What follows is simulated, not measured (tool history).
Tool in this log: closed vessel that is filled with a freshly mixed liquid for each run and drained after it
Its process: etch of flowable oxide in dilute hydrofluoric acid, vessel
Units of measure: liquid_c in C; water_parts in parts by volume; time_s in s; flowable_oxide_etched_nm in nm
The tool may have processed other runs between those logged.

run    day  liquid_c  water_parts  time_s  flowable_oxide_etched_nm
  1      0        23          210     195                     39.26
  2   0.35      25.5          210     195                    43.328
  3  0.538      25.5          210     195                    43.137
  4  0.667        24          210     195                    40.656
  5  0.817      25.5          190     195                    48.331
  6  0.942      26.5          175     195                    55.772
  7  1.175      27.5          165     195                    62.088
  8  1.479      28.5          160     195                    66.974
  9  1.775        31          135     195                      89.6

Run 10 is up next; what results do you expect?
 10  1.908      30.5          135     195                         ?

flowable_oxide_etched_nm: 87.456 nm
